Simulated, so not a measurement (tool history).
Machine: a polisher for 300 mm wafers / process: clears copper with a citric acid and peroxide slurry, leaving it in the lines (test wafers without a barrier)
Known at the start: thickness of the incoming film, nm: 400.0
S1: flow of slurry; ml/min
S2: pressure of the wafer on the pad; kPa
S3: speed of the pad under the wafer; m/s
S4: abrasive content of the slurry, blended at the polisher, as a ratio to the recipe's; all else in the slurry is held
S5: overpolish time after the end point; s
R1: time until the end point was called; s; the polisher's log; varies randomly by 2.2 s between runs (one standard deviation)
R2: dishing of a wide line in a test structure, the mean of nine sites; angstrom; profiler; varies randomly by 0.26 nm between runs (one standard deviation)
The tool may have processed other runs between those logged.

Run 1, hour 0.0: S1 205 ml/min, S2 26.2 kPa, S3 1.20 m/s, S4 1.0, S5 29 s. Result: R1 111.17 s, R2 266.18 angstrom.
Run 2, hour 4.2: S1 205 ml/min, S2 22.8 kPa, S3 1.24 m/s, S4 1.0, S5 24 s. Result: R1 119.81 s, R2 242.73 angstrom.
Run 3, hour 8.1: S1 205 ml/min, S2 20.7 kPa, S3 1.24 m/s, S4 1.0, S5 21 s. Result: R1 125.46 s, R2 226.82 angstrom.
Run 4, hour 9.0: S1 175 ml/min, S2 20.7 kPa, S3 1.24 m/s, S4 1.0, S5 21 s. Result: R1 128.67 s, R2 228.16 angstrom.
Run 5, hour 15.0: S1 175 ml/min, S2 20.7 kPa, S3 1.24 m/s, S4 1.0, S5 15 s. Result: R1 129.36 s, R2 194.91 angstrom.
Run 6, hour 19.9: S1 175 ml/min, S2 20.7 kPa, S3 1.24 m/s, S4 1.0, S5 9 s. Result: R1 128.72 s, R2 147.00 angstrom.
Run 7, hour 25.4: S1 175 ml/min, S2 18.6 kPa, S3 1.26 m/s, S4 1.0, S5 10 s. Result: R1 133.13 s, R2 150.59 angstrom.
Run 8, hour 30.4: S1 175 ml/min, S2 17.9 kPa, S3 1.24 m/s, S4 1.0, S5 12 s. Result: R1 137.74 s, R2 168.79 angstrom.
Run 9, hour 36.5: S1 175 ml/min, S2 17.9 kPa, S3 1.24 m/s, S4 1.0, S5 12 s. Result: R1 143.18 s, R2 169.70 angstrom.
Run 10, hour 40.8: S1 175 ml/min, S2 14.5 kPa, S3 1.20 m/s, S4 1.0, S5 26 s. Result: R1 161.86 s, R2 219.30 angstrom.
Run 11, hour 41.7: S1 175 ml/min, S2 14.5 kPa, S3 1.20 m/s, S4 1.0, S5 25 s. Result: R1 163.09 s, R2 220.75 angstrom.
Run 12, hour 49.5: S1 175 ml/min, S2 14.5 kPa, S3 1.20 m/s, S4 1.0, S5 24 s. Result: R1 160.95 s, R2 223.84 angstrom.
Run 13, hour 56.5: S1 175 ml/min, S2 14.5 kPa, S3 1.20 m/s, S4 1.0, S5 23 s. Result: R1 159.41 s, R2 214.92 angstrom.

Estimate the outcome of run 14 from the log above:
Run 14, hour 65.2: S1 175 ml/min, S2 13.1 kPa, S3 1.22 m/s, S4 1.0, S5 9 s. Result: R1 ?, R2 ?.

Run 14 measured R1 170.17 s, R2 122.37 angstrom.
